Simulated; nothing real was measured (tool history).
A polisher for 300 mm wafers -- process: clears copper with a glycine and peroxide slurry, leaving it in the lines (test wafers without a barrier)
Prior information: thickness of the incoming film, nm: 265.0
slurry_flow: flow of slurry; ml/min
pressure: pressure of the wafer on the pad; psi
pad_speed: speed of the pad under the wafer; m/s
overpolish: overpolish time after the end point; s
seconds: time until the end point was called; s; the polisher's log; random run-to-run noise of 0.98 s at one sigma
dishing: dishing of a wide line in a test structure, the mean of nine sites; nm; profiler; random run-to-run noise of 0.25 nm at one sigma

| run | hour | slurry_flow | pressure | pad_speed | overpolish | seconds | dishing |
|---|---|---|---|---|---|---|---|
| 1 | 0 | 275 | 1.7 | 0.92 | 18 | 79.444 | 43.607 |
| 2 | 7.8 | 325 | 1.7 | 0.92 | 18 | 77.581 | 42.376 |
| 3 | 11.9 | 350 | 1.7 | 0.92 | 18 | 78.988 | 43.665 |
| 4 | 17.5 | 350 | 1.7 | 0.7 | 18 | 96.822 | 37.979 |
| 5 | 24.8 | 350 | 1.9 | 0.7 | 18 | 89.045 | 39.279 |
| 6 | 31.2 | 345 | 2.1 | 0.62 | 14 | 92.038 | 30.156 |
| 7 | 35.8 | 295 | 2.3 | 0.58 | 11 | 92.555 | 24.776 |

Expected results for the next run?
| 8 | 37 | 260 | 2.4 | 0.56 | 9 | ? | ? |

{"run 8": {"seconds": 92.949, "dishing": 20.321}}
